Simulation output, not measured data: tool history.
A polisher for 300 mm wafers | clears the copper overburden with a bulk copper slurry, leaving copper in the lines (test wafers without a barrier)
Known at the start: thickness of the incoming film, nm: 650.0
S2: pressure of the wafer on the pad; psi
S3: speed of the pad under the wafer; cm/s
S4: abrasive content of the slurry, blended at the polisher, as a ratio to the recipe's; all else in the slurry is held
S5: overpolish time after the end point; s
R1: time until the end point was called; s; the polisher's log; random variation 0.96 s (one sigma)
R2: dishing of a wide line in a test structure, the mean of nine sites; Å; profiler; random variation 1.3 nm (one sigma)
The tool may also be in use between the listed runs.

run 1 hour=0 | flow_of_slurry_(ml/min)=290 S2=3.4 S3=132 S4=1 S5=20 | R1=52.299 R2=1220.5
run 2 hour=7.9 | flow_of_slurry_(ml/min)=290 S2=2.8 S3=130 S4=1 S5=23 | R1=64.429 R2=1138.9
run 3 hour=11.1 | flow_of_slurry_(ml/min)=290 S2=2.8 S3=130 S4=1 S5=15 | R1=65.352 R2=860.17
run 4 hour=12.3 | flow_of_slurry_(ml/min)=290 S2=2.8 S3=130 S4=0.85 S5=15 | R1=66.225 R2=871.49
run 5 hour=20.4 | flow_of_slurry_(ml/min)=245 S2=2.8 S3=130 S4=0.85 S5=15 | R1=66.306 R2=859.56
run 6 hour=21.3 | flow_of_slurry_(ml/min)=245 S2=2.5 S3=126 S4=0.85 S5=19 | R1=77.819 R2=885.38
run 7 hour=28.4 | flow_of_slurry_(ml/min)=240 S2=2.4 S3=124 S4=0.85 S5=22 | R1=81.256 R2=922.86
run 8 hour=31.3 | flow_of_slurry_(ml/min)=240 S2=2.4 S3=124 S4=0.85 S5=22 | R1=80.946 R2=949.65

The next listed run, before its measurement:
-- hour=32.6 slurry blender recalibrated
run 9 hour=32.6 | flow_of_slurry_(ml/min)=240 S2=2.4 S3=124 S4=0.85 S5=22 | R1=? R2=?

Run 9 gave R1 78.116 s, R2 950.27 Å.
